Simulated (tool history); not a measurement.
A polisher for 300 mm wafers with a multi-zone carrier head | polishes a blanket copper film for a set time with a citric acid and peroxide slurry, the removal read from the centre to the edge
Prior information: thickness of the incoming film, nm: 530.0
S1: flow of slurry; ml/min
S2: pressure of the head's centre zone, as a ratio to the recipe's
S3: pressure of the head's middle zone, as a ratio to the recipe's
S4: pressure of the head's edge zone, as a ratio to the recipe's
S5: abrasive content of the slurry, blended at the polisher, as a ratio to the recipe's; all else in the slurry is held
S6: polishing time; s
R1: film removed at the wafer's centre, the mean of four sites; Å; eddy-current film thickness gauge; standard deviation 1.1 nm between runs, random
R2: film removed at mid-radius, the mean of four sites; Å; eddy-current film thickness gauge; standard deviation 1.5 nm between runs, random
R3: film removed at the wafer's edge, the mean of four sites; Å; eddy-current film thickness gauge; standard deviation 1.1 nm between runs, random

| run | hour | S1 | S2 | S3 | S4 | S5 | S6 | R1 | R2 | R3 |
|---|---|---|---|---|---|---|---|---|---|---|
| 1 | 0 | 175 | 1 | 1 | 1 | 1 | 71 | 1837.8 | 1660.4 | 1760.8 |
| 2 | 2.9 | 175 | 0.99 | 1.01 | 0.96 | 0.85 | 67 | 1679.7 | 1493.7 | 1545 |
| 3 | 4.5 | 170 | 0.96 | 1.02 | 0.92 | 0.75 | 66 | 1573.1 | 1479.8 | 1430 |
| 4 | 8.7 | 170 | 1.03 | 1.02 | 0.92 | 0.75 | 66 | 1674.7 | 1470 | 1459.1 |
| 5 | 9.9 | 160 | 0.98 | 1 | 0.9 | 0.7 | 65 | 1552 | 1414.1 | 1392 |
| 6 | 13.5 | 160 | 0.96 | 0.99 | 0.89 | 0.65 | 64 | 1476.8 | 1340.7 | 1328.6 |
|  | 14.1 | centre zone pressure recalibrated |
| 7 | 14.1 | 155 | 0.94 | 0.98 | 0.87 | 0.6 | 64 | 1280.2 | 1267.9 | 1318.9 |

Expected results for the next run?
| 8 | 23.1 | 160 | 0.95 | 0.99 | 0.86 | 0.55 | 63 | ? | ? | ? |

{"run 8": {"R1": 1282.2, "R2": 1267.2, "R3": 1260.6}}
